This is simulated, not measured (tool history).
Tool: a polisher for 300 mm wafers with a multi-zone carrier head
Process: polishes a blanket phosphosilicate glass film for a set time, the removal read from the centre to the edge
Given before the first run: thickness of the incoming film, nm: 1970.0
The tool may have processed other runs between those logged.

| run | hour | flow of slurry (ml/min) | pressure of the head's centre zone | pressure of the head's middle zone | pressure of the head's edge zone | abrasive content of the slurry | polishing time (s) | film removed at the wafer's centre (angstrom) | film removed at mid-radius (angstrom) | film removed at the wafer's edge (angstrom) |
|---|---|---|---|---|---|---|---|---|---|---|
| 1 | 0.0 | 300 | 1.00 | 1.00 | 1.00 | 1.00 | 74 | 6303.2 | 6197.9 | 6488.1 |
| 2 | 1.2 | 300 | 1.00 | 1.00 | 1.00 | 1.20 | 74 | 6848.0 | 6721.4 | 7177.9 |
| 3 | 6.3 | 305 | 1.02 | 1.01 | 1.02 | 1.25 | 74 | 7121.5 | 6982.3 | 7417.1 |
| 4 | 7.5 | 310 | 1.03 | 1.02 | 1.04 | 1.25 | 74 | 7109.1 | 7105.3 | 7284.7 |
| 5 | 12.8 | 310 | 0.97 | 1.02 | 1.04 | 1.25 | 74 | 6852.4 | 7114.7 | 7455.5 |
| 6 | 19.0 | 255 | 0.97 | 1.02 | 1.04 | 1.25 | 74 | 6689.6 | 7075.2 | 7370.0 |
| 7 | 21.5 | 260 | 0.99 | 1.02 | 1.05 | 1.30 | 74 | 6915.2 | 7056.5 | 7606.0 |
| 8 | 22.2 | 270 | 1.01 | 1.02 | 1.06 | 1.35 | 74 | 7191.4 | 7366.6 | 7544.1 |

What does the tool deliver on the next run?
| 9 | 30.0 | 280 | 1.01 | 1.01 | 1.06 | 1.40 | 74 | ? | ? | ? |

Run 9 gave film removed at the wafer's centre (angstrom) 7295.9, film removed at mid-radius (angstrom) 7501.5, film removed at the wafer's edge (angstrom) 7873.2.
